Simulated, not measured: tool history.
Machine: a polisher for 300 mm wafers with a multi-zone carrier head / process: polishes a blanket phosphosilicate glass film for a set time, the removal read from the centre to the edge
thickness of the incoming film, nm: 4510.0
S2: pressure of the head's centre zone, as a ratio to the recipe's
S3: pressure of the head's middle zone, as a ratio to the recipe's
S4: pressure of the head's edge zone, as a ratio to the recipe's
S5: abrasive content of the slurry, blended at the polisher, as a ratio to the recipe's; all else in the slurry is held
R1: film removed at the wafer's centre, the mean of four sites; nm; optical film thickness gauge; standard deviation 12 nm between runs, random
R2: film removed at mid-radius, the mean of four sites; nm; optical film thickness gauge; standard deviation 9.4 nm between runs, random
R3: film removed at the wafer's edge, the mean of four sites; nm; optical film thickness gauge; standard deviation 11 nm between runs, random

Run 1, hour 0: flow of slurry (ml/min) 140, S2 1, S3 1, S4 1, S5 1, polishing time (s) 69. Result: R1 659.86 nm, R2 654.99 nm, R3 671.36 nm.
Run 2, hour 4.2: flow of slurry (ml/min) 155, S2 1, S3 1.06, S4 1.01, S5 1.05, polishing time (s) 69. Result: R1 690.44 nm, R2 735.7 nm, R3 712.58 nm.
Run 3, hour 8.2: flow of slurry (ml/min) 155, S2 1.04, S3 1.06, S4 1.01, S5 1.05, polishing time (s) 69. Result: R1 727.16 nm, R2 728.28 nm, R3 704.29 nm.
Run 4, hour 13.8: flow of slurry (ml/min) 155, S2 1.04, S3 1.06, S4 1.01, S5 1.05, polishing time (s) 83. Result: R1 879.61 nm, R2 866.6 nm, R3 829.58 nm.
Run 5, hour 20.8: flow of slurry (ml/min) 155, S2 1.04, S3 1.06, S4 1.01, S5 1.05, polishing time (s) 74. Result: R1 773.25 nm, R2 771.77 nm, R3 738.63 nm.
Run 6, hour 28.5: flow of slurry (ml/min) 165, S2 1.03, S3 1.09, S4 1.01, S5 1.05, polishing time (s) 74. Result: R1 773.45 nm, R2 817.59 nm, R3 753.04 nm.

What does the tool deliver on the next run?
Run 7, hour 35.4: flow of slurry (ml/min) 175, S2 1.02, S3 1.11, S4 1.01, S5 1.05, polishing time (s) 74. Result: R1 ?, R2 ?, R3 ?.

R1: 795.98 nm
R2: 824.96 nm
R3: 759.92 nm
